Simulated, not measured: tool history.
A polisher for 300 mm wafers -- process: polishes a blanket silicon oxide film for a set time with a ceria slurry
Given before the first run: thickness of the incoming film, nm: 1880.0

run  hour  flow of slurry (ml/min)  pressure of the wafer on the pad (kPa)  speed of the pad under the wafer (cm/s)  polishing time (s)  film removed (nm)
  1     0                      185                                    23.4                                       96                  35             132.29
  2   2.5                      185                                    23.4                                       82                  35             112.94
  3  10.1                      185                                    23.4                                       82                  31             100.14
  4  13.5                      185                                    22.8                                       82                  31             96.045
  5  19.7                      185                                    22.8                                       82                  35              109.2
  6  28.3                      185                                    22.8                                       82                  35              110.6
  7  36.7                      185                                    21.4                                       82                  35             103.88
  8  39.8                      185                                      20                                       82                  35             96.034
  9  46.3                      185                                    19.3                                       82                  35             93.923

Estimate the outcome of run 10 from the log above:
 10  49.7                      185                                    18.6                                       82                  35                  ?

Run 10 produced film removed (nm) 91.571.
